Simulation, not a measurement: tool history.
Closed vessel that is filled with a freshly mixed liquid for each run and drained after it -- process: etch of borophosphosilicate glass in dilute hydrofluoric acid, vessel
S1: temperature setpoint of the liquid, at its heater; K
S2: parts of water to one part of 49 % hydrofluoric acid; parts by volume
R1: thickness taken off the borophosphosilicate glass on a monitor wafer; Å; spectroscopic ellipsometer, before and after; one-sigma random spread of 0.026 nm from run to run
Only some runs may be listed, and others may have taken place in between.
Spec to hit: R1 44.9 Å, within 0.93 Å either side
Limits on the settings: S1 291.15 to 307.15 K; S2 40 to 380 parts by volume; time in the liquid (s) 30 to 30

run 1 hour=0 | S1=299.15 S2=210 time_in_the_liquid_(s)=30 | R1=54.384
run 2 hour=2.2 | S1=298.65 S2=210 time_in_the_liquid_(s)=30 | R1=53.537
run 3 hour=3.5 | S1=298.65 S2=210 time_in_the_liquid_(s)=30 | R1=53.259
run 4 hour=7.8 | S1=298.65 S2=210 time_in_the_liquid_(s)=30 | R1=53.367
run 5 hour=10.5 | S1=301.15 S2=210 time_in_the_liquid_(s)=30 | R1=58.82
run 6 hour=11.4 | S1=301.15 S2=210 time_in_the_liquid_(s)=30 | R1=57.952
run 7 hour=14.8 | S1=300.15 S2=210 time_in_the_liquid_(s)=30 | R1=56.118
run 8 hour=16.6 | S1=299.15 S2=210 time_in_the_liquid_(s)=30 | R1=53.914
run 9 hour=25.1 | S1=298.65 S2=210 time_in_the_liquid_(s)=30 | R1=53.236
run 10 hour=33.1 | S1=298.15 S2=210 time_in_the_liquid_(s)=30 | R1=52.42
run 11 hour=34.5 | S1=297.65 S2=210 time_in_the_liquid_(s)=30 | R1=51.451
run 12 hour=37.6 | S1=297.15 S2=210 time_in_the_liquid_(s)=30 | R1=50.215

5 candidate next runs follow, results not yet known. Just one meets every target within its allowed miss. Identify it.
run A hour=40.7 | S1=291.15 S2=200 time_in_the_liquid_(s)=30 | R1=?
run B hour=40.7 | S1=297.65 S2=225 time_in_the_liquid_(s)=30 | R1=?
run C hour=40.7 | S1=298.65 S2=240 time_in_the_liquid_(s)=30 | R1=?
run D hour=40.7 | S1=291.65 S2=185 time_in_the_liquid_(s)=30 | R1=?
run E hour=40.7 | S1=295.65 S2=175 time_in_the_liquid_(s)=30 | R1=?

move=A R1=42.438
move=B R1=47.044
move=C R1=44.988
move=D R1=47.466
move=E R1=59.219
A: takes the biggest miss from the last run beyond its target
B: closer than the last run, but not yet in spec
C: in spec on every target
D: closer than the last run, but not yet in spec
E: misses by more than the last run did
C is the move that brings every result within its allowed miss.
